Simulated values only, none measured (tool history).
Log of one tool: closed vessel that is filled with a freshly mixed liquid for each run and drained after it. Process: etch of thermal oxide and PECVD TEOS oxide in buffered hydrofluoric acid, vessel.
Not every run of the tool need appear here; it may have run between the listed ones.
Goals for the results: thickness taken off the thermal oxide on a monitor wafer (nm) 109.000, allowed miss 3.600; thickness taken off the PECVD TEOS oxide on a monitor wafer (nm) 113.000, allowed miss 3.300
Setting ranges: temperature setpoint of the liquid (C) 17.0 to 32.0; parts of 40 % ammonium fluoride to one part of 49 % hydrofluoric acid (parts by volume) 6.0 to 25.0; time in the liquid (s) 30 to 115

run  hour  temperature setpoint of the liquid (C)  parts of 40 % ammonium fluoride to one part of 49 % hydrofluoric acid (parts by volume)  time in the liquid (s)  thickness taken off the thermal oxide on a monitor wafer (nm)  thickness taken off the PECVD TEOS oxide on a monitor wafer (nm)
  1   0.0                                    24.0                                                                                     15.5                      60                                                         45.291                                                            47.178
  2   8.0                                    24.0                                                                                     19.5                      60                                                         36.764                                                            37.754
  3  12.1                                    24.0                                                                                     19.5                      75                                                         45.714                                                            47.499
  4  12.9                                    25.5                                                                                     18.0                      75                                                         53.276                                                            55.931
  5  19.0                                    27.0                                                                                     16.5                      75                                                         61.740                                                            65.508
  6  23.1                                    27.0                                                                                     20.0                      75                                                         51.679                                                            54.933
  7  28.2                                    31.0                                                                                     15.0                      75                                                         85.677                                                            88.986
  8  33.8                                    31.0                                                                                     14.5                      75                                                         88.665                                                            91.848

Consider the 4 candidate settings below. Which is the only one whose results all fall within their allowed miss of target?
  A  39.4                                    31.5                                                                                     13.0                      75                                                              ?                                                                 ?
  B  39.4                                    31.5                                                                                      8.5                      60                                                              ?                                                                 ?
  C  39.4                                    32.0                                                                                      7.5                      30                                                              ?                                                                 ?
  D  39.4                                    32.0                                                                                      8.0                      50                                                              ?                                                                 ?

move  thickness taken off the thermal oxide on a monitor wafer (nm)  thickness taken off the PECVD TEOS oxide on a monitor wafer (nm)
   A                                                        101.160                                                           105.040
   B                                                        118.750                                                           123.320
   C                                                         69.761                                                            72.441
   D                                                        108.440                                                           112.610
A: better than the last run, though not everything is in spec
B: takes the result that was furthest off past its target
C: further off than the last run
D: meets every target
Go with D: it meets all targets.

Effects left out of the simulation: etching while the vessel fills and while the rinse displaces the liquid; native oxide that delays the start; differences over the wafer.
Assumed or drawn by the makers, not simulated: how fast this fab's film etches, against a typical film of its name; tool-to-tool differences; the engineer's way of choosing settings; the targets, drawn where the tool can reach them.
